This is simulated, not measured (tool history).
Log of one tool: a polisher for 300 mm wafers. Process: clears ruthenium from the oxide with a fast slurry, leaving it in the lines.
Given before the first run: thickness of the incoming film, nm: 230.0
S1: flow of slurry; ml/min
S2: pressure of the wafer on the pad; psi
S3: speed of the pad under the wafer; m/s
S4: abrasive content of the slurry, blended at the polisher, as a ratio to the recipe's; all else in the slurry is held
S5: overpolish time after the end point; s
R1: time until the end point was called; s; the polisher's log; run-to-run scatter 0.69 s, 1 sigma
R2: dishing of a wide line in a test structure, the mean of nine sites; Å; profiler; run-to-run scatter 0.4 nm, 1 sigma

run 1 hour=0 | S1=145 S2=3.3 S3=1.02 S4=1 S5=10 | R1=54.972 R2=341.17
run 2 hour=2.9 | S1=145 S2=3.3 S3=1.02 S4=1.1 S5=10 | R1=53.971 R2=354.52
run 3 hour=11.3 | S1=145 S2=3.3 S3=1.02 S4=1.1 S5=14 | R1=53.642 R2=443.56
run 4 hour=20.1 | S1=145 S2=3.3 S3=1.02 S4=1.1 S5=18 | R1=53.557 R2=520.93
run 5 hour=26.4 | S1=150 S2=3.2 S3=1.02 S4=1.1 S5=16 | R1=55.29 R2=484.95
run 6 hour=27.4 | S1=150 S2=3.2 S3=1.02 S4=0.95 S5=16 | R1=58.3 R2=471.35
run 7 hour=32.4 | S1=165 S2=2.7 S3=1.02 S4=1.05 S5=11 | R1=64.625 R2=326.48
run 8 hour=38.9 | S1=165 S2=2.7 S3=1.02 S4=1.05 S5=10 | R1=65.884 R2=303.62

Predict the results of run 9:
run 9 hour=43 | S1=165 S2=2.7 S3=1.02 S4=1.05 S5=9 | R1=? R2=?

R1: 63.84 s
R2: 281.07 Å
